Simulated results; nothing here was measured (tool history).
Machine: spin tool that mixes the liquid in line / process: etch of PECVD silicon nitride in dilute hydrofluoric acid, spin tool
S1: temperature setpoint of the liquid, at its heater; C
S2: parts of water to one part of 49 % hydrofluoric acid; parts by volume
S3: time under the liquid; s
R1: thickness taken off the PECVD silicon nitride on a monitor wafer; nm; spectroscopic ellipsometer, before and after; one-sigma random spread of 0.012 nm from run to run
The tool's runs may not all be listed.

run	hour	S1	S2	S3	R1
1	0.0	21.0	70	60	2.03550
2	4.8	19.5	70	60	1.85860
3	8.0	19.5	70	60	1.86070
4	13.6	18.5	70	60	1.74790
5	19.5	18.0	70	60	1.69760
6	24.1	18.0	70	35	0.96713

The next listed run, before its measurement:
7	33.1	19.5	70	35	?

{"run 7": {"R1": 1.0918}}

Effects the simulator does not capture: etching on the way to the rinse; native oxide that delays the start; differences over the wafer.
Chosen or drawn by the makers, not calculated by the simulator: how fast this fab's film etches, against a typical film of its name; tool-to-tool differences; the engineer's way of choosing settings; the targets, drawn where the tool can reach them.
